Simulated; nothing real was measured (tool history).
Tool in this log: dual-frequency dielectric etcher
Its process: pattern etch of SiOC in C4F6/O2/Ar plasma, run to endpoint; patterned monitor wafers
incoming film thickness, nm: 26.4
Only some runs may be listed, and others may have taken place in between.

run	hour	bias power (kW)	source power (kW)	endpoint time (s)
1	0.0	0.509	0.450	8.0197
2	2.5	0.509	0.370	8.6881
3	8.6	0.559	0.370	8.5029
4	17.3	0.581	0.380	8.2352
5	18.3	0.581	0.350	8.5638
6	26.3	0.601	0.360	8.4030
7	28.4	0.618	0.380	8.1150

The next listed run, before its measurement:
8	34.0	0.632	0.390	?

Run 8 gave endpoint time (s) 7.9931.
